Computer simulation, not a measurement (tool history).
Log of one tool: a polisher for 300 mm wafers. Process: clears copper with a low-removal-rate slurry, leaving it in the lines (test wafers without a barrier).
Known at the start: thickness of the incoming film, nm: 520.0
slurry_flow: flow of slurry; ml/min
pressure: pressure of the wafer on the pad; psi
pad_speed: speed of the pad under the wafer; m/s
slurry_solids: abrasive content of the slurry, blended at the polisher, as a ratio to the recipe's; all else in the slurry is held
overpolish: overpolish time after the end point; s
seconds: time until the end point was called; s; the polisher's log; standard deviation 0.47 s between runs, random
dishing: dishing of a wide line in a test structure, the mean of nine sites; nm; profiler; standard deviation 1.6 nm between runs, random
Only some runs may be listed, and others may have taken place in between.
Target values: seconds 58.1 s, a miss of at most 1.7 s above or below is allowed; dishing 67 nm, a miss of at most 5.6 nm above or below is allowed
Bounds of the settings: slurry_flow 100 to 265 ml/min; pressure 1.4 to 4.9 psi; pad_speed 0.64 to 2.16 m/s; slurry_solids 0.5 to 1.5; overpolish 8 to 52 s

run	hour	slurry_flow	pressure	pad_speed	slurry_solids	overpolish	seconds	dishing
1	0	170	3.1	1.4	1	26	102.08	54.366
2	6.8	170	3.1	1.4	0.8	26	106.34	47.411
3	7.6	175	3.6	1.4	0.8	26	91.696	55.787
4	12.7	180	3.9	1.42	0.75	23	85.269	53.263
5	14.2	180	4.2	1.46	0.75	23	77.435	55.252
6	17.1	180	3.6	1.46	0.75	23	88.775	51.645
7	25.4	190	3.9	1.48	0.75	23	80.312	53.983
8	32.1	200	4.2	1.48	0.75	23	74.231	58.413
9	37.8	205	4.4	1.5	0.75	23	69.825	56.073
10	46.6	205	4.5	1.52	0.75	25	67.361	59.872
11	51	205	4.6	1.54	0.75	26	66.283	61.988
12	56	210	4.7	1.56	0.75	26	63.606	60.137

4 candidate next runs follow, results not yet known. Just one meets every target within its allowed miss. Identify it.
A	61	215	4.1	1.94	0.75	17	?	?
B	61	255	4.5	1.84	0.75	15	?	?
C	61	200	4.9	1.7	0.8	31	?	?
D	61	230	4.9	1.58	0.8	34	?	?

move	seconds	dishing
A	58.371	54.921
B	54.995	53.828
C	55.304	65.916
D	58.296	66.264
A: puts the biggest miss on target and leaves a different result outside tolerance
B: takes the biggest miss from the last run beyond its target
C: takes the biggest miss from the last run beyond its target
D: hits every target within its allowed miss
D is the move that brings every result within its allowed miss.

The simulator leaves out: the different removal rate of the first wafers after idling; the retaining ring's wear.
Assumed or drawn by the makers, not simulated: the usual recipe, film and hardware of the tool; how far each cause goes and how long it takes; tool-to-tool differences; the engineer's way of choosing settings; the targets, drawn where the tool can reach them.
